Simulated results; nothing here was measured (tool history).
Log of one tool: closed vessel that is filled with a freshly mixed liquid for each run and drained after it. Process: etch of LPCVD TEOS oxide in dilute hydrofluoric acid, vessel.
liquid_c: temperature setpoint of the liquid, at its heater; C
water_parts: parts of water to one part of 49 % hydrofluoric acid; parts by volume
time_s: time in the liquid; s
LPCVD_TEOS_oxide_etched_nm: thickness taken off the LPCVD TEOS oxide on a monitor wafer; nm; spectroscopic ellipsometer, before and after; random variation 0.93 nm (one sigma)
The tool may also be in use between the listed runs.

run 1 day=0.000 | liquid_c=22.0 water_parts=140 time_s=410 | LPCVD_TEOS_oxide_etched_nm=89.924
run 2 day=0.117 | liquid_c=22.0 water_parts=110 time_s=410 | LPCVD_TEOS_oxide_etched_nm=117.630
run 3 day=0.429 | liquid_c=22.0 water_parts=60 time_s=410 | LPCVD_TEOS_oxide_etched_nm=226.540
run 4 day=0.758 | liquid_c=20.5 water_parts=70 time_s=410 | LPCVD_TEOS_oxide_etched_nm=180.290
run 5 day=0.954 | liquid_c=20.5 water_parts=110 time_s=410 | LPCVD_TEOS_oxide_etched_nm=109.220
run 6 day=1.096 | liquid_c=20.5 water_parts=110 time_s=410 | LPCVD_TEOS_oxide_etched_nm=111.190
run 7 day=1.429 | liquid_c=21.5 water_parts=110 time_s=410 | LPCVD_TEOS_oxide_etched_nm=116.160

Run 8 comes next. What will it give?
run 8 day=1.762 | liquid_c=25.5 water_parts=110 time_s=410 | LPCVD_TEOS_oxide_etched_nm=?

Run 8 gave LPCVD_TEOS_oxide_etched_nm 133.540 nm.

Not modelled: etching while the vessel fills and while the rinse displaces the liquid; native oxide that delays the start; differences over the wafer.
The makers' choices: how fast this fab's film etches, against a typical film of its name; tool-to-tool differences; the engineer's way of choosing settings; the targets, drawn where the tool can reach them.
